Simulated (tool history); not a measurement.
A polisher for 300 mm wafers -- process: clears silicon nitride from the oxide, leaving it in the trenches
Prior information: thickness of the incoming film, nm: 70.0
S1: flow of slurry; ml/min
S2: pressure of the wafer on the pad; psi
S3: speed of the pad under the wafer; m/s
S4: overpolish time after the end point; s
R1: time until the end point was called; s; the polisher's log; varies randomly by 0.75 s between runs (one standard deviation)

run,day,S1,S2,S3,S4,R1
1,0.000,200,3.4,0.86,9,88.878
2,0.246,200,3.9,0.88,9,78.959
3,0.521,200,3.9,0.88,7,77.651
4,0.804,200,3.9,1.04,7,67.042
5,1.021,200,4.2,1.04,7,62.880
6,1.062,235,4.2,1.04,7,61.015
7,1.254,235,4.4,1.04,7,58.276

The next listed run, before its measurement:
8,1.388,235,4.5,1.04,7,?

{"run 8": {"R1": 57.674}}
